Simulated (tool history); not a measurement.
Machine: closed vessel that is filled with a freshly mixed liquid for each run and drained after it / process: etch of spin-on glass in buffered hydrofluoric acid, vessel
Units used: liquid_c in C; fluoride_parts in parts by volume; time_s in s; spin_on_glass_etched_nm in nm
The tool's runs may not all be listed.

{"run": 1, "hour": 0.0, "liquid_c": 24, "fluoride_parts": 8.5, "time_s": 35, "spin_on_glass_etched_nm": 101.2}
{"run": 2, "hour": 2.1, "liquid_c": 25.5, "fluoride_parts": 8, "time_s": 35, "spin_on_glass_etched_nm": 118.4}
{"run": 3, "hour": 4.4, "liquid_c": 25.5, "fluoride_parts": 8, "time_s": 30, "spin_on_glass_etched_nm": 101.36}
{"run": 4, "hour": 13.6, "liquid_c": 25.5, "fluoride_parts": 9, "time_s": 30, "spin_on_glass_etched_nm": 88.258}
{"run": 5, "hour": 14.6, "liquid_c": 27, "fluoride_parts": 8, "time_s": 30, "spin_on_glass_etched_nm": 109.03}
{"run": 6, "hour": 20.9, "liquid_c": 28, "fluoride_parts": 7.5, "time_s": 30, "spin_on_glass_etched_nm": 124.03}

Estimate the outcome of run 7 from the log above:
{"run": 7, "hour": 28.1, "liquid_c": 29, "fluoride_parts": 7, "time_s": 30, "spin_on_glass_etched_nm": "?"}

{"run 7": {"spin_on_glass_etched_nm": 139.47}}
